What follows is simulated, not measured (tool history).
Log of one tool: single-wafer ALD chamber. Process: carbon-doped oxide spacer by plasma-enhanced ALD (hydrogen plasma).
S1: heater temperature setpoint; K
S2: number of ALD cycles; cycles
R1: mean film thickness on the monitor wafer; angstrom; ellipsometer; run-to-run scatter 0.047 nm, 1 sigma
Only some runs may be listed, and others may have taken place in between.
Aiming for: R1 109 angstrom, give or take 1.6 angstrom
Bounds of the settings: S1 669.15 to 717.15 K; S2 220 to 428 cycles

{"run": 1, "hour": 0.0, "S1": 693.15, "S2": 324, "R1": 142.88}
{"run": 2, "hour": 8.9, "S1": 697.15, "S2": 324, "R1": 141.74}
{"run": 3, "hour": 13.6, "S1": 697.15, "S2": 365, "R1": 157.3}
{"run": 4, "hour": 15.5, "S1": 697.15, "S2": 327, "R1": 142.45}
{"run": 5, "hour": 18.0, "S1": 700.15, "S2": 309, "R1": 133.98}
{"run": 6, "hour": 22.1, "S1": 695.15, "S2": 309, "R1": 135.13}
{"run": 7, "hour": 31.0, "S1": 697.15, "S2": 295, "R1": 128.77}
{"run": 8, "hour": 36.7, "S1": 709.15, "S2": 246, "R1": 103.9}
{"run": 9, "hour": 40.5, "S1": 707.15, "S2": 247, "R1": 104.86}
{"run": 10, "hour": 45.6, "S1": 705.15, "S2": 248, "R1": 105.25}
{"run": 11, "hour": 54.1, "S1": 703.15, "S2": 249, "R1": 107.32}
{"run": 12, "hour": 58.1, "S1": 702.15, "S2": 249, "R1": 106.24}

Below are 5 possible settings for the next run. Only one of them brings all results inside the allowed miss of their targets. Which is it?
{"run": "A", "hour": 62.1, "S1": 703.15, "S2": 238, "R1": "?"}
{"run": "B", "hour": 62.1, "S1": 700.15, "S2": 241, "R1": "?"}
{"run": "C", "hour": 62.1, "S1": 714.15, "S2": 256, "R1": "?"}
{"run": "D", "hour": 62.1, "S1": 704.15, "S2": 256, "R1": "?"}
{"run": "E", "hour": 62.1, "S1": 704.15, "S2": 247, "R1": "?"}

move=A R1=102.83
move=B R1=105.03
move=C R1=107.09
move=D R1=110.29
move=E R1=106.41
A: misses by more than the last run did
B: misses by more than the last run did
C: nearer the targets than the last run, but a result is still out of spec
D: in spec on every target
E: nearer the targets than the last run, but a result is still out of spec
Correct choice: D, which meets every target

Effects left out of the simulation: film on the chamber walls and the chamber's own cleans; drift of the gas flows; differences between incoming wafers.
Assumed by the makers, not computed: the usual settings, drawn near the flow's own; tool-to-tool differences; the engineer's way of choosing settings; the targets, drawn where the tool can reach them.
